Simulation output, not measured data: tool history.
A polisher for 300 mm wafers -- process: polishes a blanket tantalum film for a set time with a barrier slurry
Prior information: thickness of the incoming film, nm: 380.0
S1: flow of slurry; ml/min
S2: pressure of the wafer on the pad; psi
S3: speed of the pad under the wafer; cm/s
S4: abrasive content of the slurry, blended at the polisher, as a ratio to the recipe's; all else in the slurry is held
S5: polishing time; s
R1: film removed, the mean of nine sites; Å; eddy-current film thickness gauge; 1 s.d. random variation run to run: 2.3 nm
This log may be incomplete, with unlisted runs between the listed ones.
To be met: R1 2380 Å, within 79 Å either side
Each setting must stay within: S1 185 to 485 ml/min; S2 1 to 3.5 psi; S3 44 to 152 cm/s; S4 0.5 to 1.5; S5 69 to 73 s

| run | hour | S1 | S2 | S3 | S4 | S5 | R1 |
|---|---|---|---|---|---|---|---|
| 1 | 0 | 310 | 2.2 | 98 | 1 | 69 | 1402.1 |
| 2 | 3.1 | 310 | 2.2 | 98 | 0.8 | 69 | 1323.2 |
| 3 | 9 | 310 | 2.2 | 122 | 0.8 | 69 | 1522.1 |
| 4 | 14 | 310 | 2.4 | 122 | 0.8 | 69 | 1591.6 |
|  | 20.3 | head pressure recalibrated |
| 5 | 20.3 | 310 | 2.4 | 122 | 0.8 | 73 | 1775.9 |
| 6 | 27 | 310 | 2.4 | 106 | 0.8 | 73 | 1598.3 |
| 7 | 35.7 | 310 | 2.7 | 106 | 0.8 | 73 | 1746.1 |
| 8 | 42.2 | 310 | 2.9 | 108 | 0.8 | 73 | 1848.8 |
| 9 | 44.6 | 310 | 3 | 110 | 0.8 | 73 | 1915.3 |
| 10 | 53.4 | 310 | 3.1 | 112 | 0.8 | 73 | 1967.1 |

Which single option among these 4 for the next run brings every result within its allowed miss of target? Just one does.
| A | 62.2 | 280 | 2.9 | 104 | 0.75 | 70 | ? |
| B | 62.2 | 280 | 3 | 124 | 0.65 | 72 | ? |
| C | 62.2 | 330 | 3 | 152 | 0.85 | 71 | ? |
| D | 62.2 | 325 | 3.2 | 142 | 1.15 | 72 | ? |

| move | R1 |
|---|---|
| A | 1674.5 |
| B | 1868.2 |
| C | 2367.9 |
| D | 2617 |
A: the biggest miss grows against the last run
B: the biggest miss grows against the last run
C: all results land within tolerance of their targets
D: pushes the last run's worst result past its target
Correct choice: C, which meets every target

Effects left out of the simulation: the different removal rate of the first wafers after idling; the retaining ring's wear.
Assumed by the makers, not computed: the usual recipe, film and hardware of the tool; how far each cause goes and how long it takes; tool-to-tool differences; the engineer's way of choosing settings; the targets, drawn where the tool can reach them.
